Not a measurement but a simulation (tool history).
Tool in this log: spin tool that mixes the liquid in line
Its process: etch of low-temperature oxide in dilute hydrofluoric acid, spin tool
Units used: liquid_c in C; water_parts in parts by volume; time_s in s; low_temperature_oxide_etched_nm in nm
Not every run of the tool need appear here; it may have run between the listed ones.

| run | hour | liquid_c | water_parts | time_s | low_temperature_oxide_etched_nm |
|---|---|---|---|---|---|
| 1 | 0 | 23 | 235 | 245 | 18.549 |
| 2 | 6.2 | 23 | 165 | 245 | 28.413 |
| 3 | 7.7 | 26 | 165 | 245 | 31.598 |
| 4 | 9.6 | 29.5 | 165 | 245 | 36.29 |
| 5 | 16.7 | 27 | 190 | 245 | 27.735 |
| 6 | 17.8 | 25 | 210 | 245 | 22.636 |
| 7 | 26.4 | 21 | 270 | 245 | 14.542 |

Run 8 has not been measured yet. What should we expect?
| 8 | 31.5 | 20 | 270 | 245 | ? |

{"run 8": {"low_temperature_oxide_etched_nm": 14.041}}
